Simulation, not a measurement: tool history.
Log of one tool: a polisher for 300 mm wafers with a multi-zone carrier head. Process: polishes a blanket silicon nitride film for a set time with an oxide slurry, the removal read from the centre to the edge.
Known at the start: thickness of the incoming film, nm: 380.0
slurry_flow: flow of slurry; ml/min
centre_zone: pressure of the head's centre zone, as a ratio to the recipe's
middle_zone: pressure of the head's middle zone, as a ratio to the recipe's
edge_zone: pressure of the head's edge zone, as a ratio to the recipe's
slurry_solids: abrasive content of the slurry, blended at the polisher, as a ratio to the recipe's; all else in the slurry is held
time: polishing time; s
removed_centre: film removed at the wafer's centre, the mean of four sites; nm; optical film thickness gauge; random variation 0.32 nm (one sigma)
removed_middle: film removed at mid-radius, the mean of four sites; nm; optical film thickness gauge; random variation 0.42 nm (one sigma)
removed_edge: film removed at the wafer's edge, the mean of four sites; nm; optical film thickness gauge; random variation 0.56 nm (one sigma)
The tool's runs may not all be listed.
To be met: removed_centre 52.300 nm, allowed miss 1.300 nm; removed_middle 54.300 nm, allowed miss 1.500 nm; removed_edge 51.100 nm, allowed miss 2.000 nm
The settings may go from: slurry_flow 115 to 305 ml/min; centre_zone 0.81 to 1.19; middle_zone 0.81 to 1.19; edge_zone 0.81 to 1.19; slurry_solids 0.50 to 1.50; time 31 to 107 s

{"run": 1, "hour": 0.0, "slurry_flow": 195, "centre_zone": 1.0, "middle_zone": 1.0, "edge_zone": 1.0, "slurry_solids": 1.0, "time": 69, "removed_centre": 58.733, "removed_middle": 59.335, "removed_edge": 57.132}
{"run": 2, "hour": 6.9, "slurry_flow": 195, "centre_zone": 1.0, "middle_zone": 1.05, "edge_zone": 1.0, "slurry_solids": 1.0, "time": 69, "removed_centre": 58.363, "removed_middle": 61.709, "removed_edge": 57.367}
{"run": 3, "hour": 8.0, "slurry_flow": 195, "centre_zone": 1.0, "middle_zone": 1.05, "edge_zone": 1.04, "slurry_solids": 1.0, "time": 69, "removed_centre": 58.24, "removed_middle": 62.204, "removed_edge": 58.94}
{"run": 4, "hour": 12.5, "slurry_flow": 195, "centre_zone": 1.0, "middle_zone": 1.11, "edge_zone": 1.04, "slurry_solids": 1.0, "time": 69, "removed_centre": 58.286, "removed_middle": 64.259, "removed_edge": 57.796}
{"run": 5, "hour": 18.2, "slurry_flow": 195, "centre_zone": 1.0, "middle_zone": 1.11, "edge_zone": 1.08, "slurry_solids": 1.0, "time": 69, "removed_centre": 59.27, "removed_middle": 64.736, "removed_edge": 60.485}
{"run": 6, "hour": 24.4, "slurry_flow": 190, "centre_zone": 1.0, "middle_zone": 1.09, "edge_zone": 1.06, "slurry_solids": 1.0, "time": 69, "removed_centre": 57.997, "removed_middle": 63.493, "removed_edge": 58.438}
{"run": 7, "hour": 32.5, "slurry_flow": 190, "centre_zone": 1.0, "middle_zone": 1.09, "edge_zone": 1.06, "slurry_solids": 1.0, "time": 69, "removed_centre": 58.335, "removed_middle": 63.072, "removed_edge": 58.388}
{"run": 8, "hour": 37.0, "slurry_flow": 180, "centre_zone": 1.0, "middle_zone": 1.08, "edge_zone": 1.05, "slurry_solids": 1.0, "time": 69, "removed_centre": 57.527, "removed_middle": 62.446, "removed_edge": 58.919}
{"run": 9, "hour": 41.3, "slurry_flow": 175, "centre_zone": 1.0, "middle_zone": 1.07, "edge_zone": 1.03, "slurry_solids": 1.0, "time": 69, "removed_centre": 57.56, "removed_middle": 61.325, "removed_edge": 58.59}
{"run": 10, "hour": 44.1, "slurry_flow": 175, "centre_zone": 1.0, "middle_zone": 1.06, "edge_zone": 1.01, "slurry_solids": 1.0, "time": 69, "removed_centre": 57.432, "removed_middle": 60.603, "removed_edge": 57.694}
{"run": 11, "hour": 45.5, "slurry_flow": 175, "centre_zone": 1.0, "middle_zone": 1.05, "edge_zone": 0.99, "slurry_solids": 1.0, "time": 69, "removed_centre": 57.489, "removed_middle": 62.182, "removed_edge": 56.794}
{"run": 12, "hour": 50.0, "slurry_flow": 175, "centre_zone": 1.0, "middle_zone": 1.03, "edge_zone": 0.98, "slurry_solids": 1.0, "time": 69, "removed_centre": 57.05, "removed_middle": 60.169, "removed_edge": 56.118}

Which of these 5 next moves meets every target?
{"run": "A", "hour": 54.5, "slurry_flow": 195, "centre_zone": 1.04, "middle_zone": 1.08, "edge_zone": 1.04, "slurry_solids": 1.1, "time": 57, "removed_centre": "?", "removed_middle": "?", "removed_edge": "?"}
{"run": "B", "hour": 54.5, "slurry_flow": 165, "centre_zone": 0.99, "middle_zone": 1.1, "edge_zone": 0.95, "slurry_solids": 0.85, "time": 68, "removed_centre": "?", "removed_middle": "?", "removed_edge": "?"}
{"run": "C", "hour": 54.5, "slurry_flow": 115, "centre_zone": 0.91, "middle_zone": 0.97, "edge_zone": 1.19, "slurry_solids": 0.95, "time": 69, "removed_centre": "?", "removed_middle": "?", "removed_edge": "?"}
{"run": "D", "hour": 54.5, "slurry_flow": 180, "centre_zone": 0.93, "middle_zone": 1.19, "edge_zone": 0.87, "slurry_solids": 1.0, "time": 65, "removed_centre": "?", "removed_middle": "?", "removed_edge": "?"}
{"run": "E", "hour": 54.5, "slurry_flow": 200, "centre_zone": 1.14, "middle_zone": 1.03, "edge_zone": 0.91, "slurry_solids": 0.95, "time": 59, "removed_centre": "?", "removed_middle": "?", "removed_edge": "?"}

move=A removed_centre=51.866 removed_middle=54.518 removed_edge=51.118
move=B removed_centre=52.290 removed_middle=58.816 removed_edge=52.176
move=C removed_centre=48.654 removed_middle=53.880 removed_edge=60.250
move=D removed_centre=50.556 removed_middle=64.721 removed_edge=51.315
move=E removed_centre=55.835 removed_middle=51.376 removed_edge=47.080
A: meets every target
B: nearer than the last run, and not there yet
C: brings the result that was furthest off to its target, and leaves another outside
D: further off than the last run
E: takes the result that was furthest off past its target
Answer: A

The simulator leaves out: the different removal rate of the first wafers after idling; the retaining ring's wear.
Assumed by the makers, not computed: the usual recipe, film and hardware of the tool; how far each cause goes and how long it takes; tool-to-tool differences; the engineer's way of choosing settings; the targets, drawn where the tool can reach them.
